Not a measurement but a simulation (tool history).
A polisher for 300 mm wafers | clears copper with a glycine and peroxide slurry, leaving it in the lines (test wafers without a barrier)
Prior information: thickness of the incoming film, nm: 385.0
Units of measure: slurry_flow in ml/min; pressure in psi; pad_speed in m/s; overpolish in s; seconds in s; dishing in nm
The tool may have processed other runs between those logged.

run,day,slurry_flow,pressure,pad_speed,overpolish,seconds,dishing
1,0,240,2.8,0.76,28,104.64,63.862
2,0.192,240,2.2,0.76,28,121.55,55.287
3,0.508,240,2.2,0.74,32,126.27,60.018
4,0.746,240,1.7,0.74,32,149.84,50.746
5,1.012,240,2.3,0.74,32,119.87,61.83
6,1.342,240,2.3,0.9,32,104.72,67.043
7,1.588,240,2.1,0.88,35,117.64,67.536
8,1.879,240,2,0.88,37,120.32,66.827
9,1.925,240,2,0.86,39,121.45,69.308
10,2.304,240,1.9,0.86,41,125.48,68.568
11,2.608,240,1.9,0.86,43,127.41,71.616
12,2.783,240,1.9,0.86,44,124.75,72.379
13,2.958,240,1.9,0.86,44,124.09,72.673

The next listed run, before its measurement:
14,3.054,235,1.6,0.84,47,?,?

Run 14 came out at seconds 144.29 s, dishing 67.71 nm.
